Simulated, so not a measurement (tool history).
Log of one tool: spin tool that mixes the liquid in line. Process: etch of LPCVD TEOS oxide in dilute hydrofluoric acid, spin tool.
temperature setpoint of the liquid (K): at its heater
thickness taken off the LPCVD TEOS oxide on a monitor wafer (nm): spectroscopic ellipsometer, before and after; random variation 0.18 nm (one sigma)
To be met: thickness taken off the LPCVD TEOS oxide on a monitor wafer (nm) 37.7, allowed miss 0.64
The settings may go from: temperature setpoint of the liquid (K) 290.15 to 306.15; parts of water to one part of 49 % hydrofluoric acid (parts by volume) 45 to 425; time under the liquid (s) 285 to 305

run,hour,temperature setpoint of the liquid (K),parts of water to one part of 49 % hydrofluoric acid (parts by volume),time under the liquid (s),thickness taken off the LPCVD TEOS oxide on a monitor wafer (nm)
1,0,298.15,235,285,22.102
2,4.6,299.65,235,285,23.041
3,12.7,302.15,235,285,25.116
4,15.3,304.65,235,285,27.315
5,23.3,305.15,220,285,30.391
6,32.1,305.15,300,285,20.143
# hour 37.8: hydrofluoric acid flow meter replaced
7,37.8,305.65,270,285,25.794
8,41.8,305.65,250,285,28.555
9,44.2,305.65,250,285,28.622

5 next moves are on the table. One of them brings every result within its allowed miss. Which?
A,46.6,305.65,225,285,?
B,46.6,306.15,215,305,?
C,46.6,305.65,185,305,?
D,46.6,306.15,240,290,?
E,46.6,306.15,205,305,?

move,thickness taken off the LPCVD TEOS oxide on a monitor wafer (nm)
A,32.655
B,37.654
C,44.746
D,31.076
E,40.004
A: nearer than the last run, and not there yet
B: meets every target
C: takes the result that was furthest off past its target
D: nearer than the last run, and not there yet
E: takes the result that was furthest off past its target
Answer: B

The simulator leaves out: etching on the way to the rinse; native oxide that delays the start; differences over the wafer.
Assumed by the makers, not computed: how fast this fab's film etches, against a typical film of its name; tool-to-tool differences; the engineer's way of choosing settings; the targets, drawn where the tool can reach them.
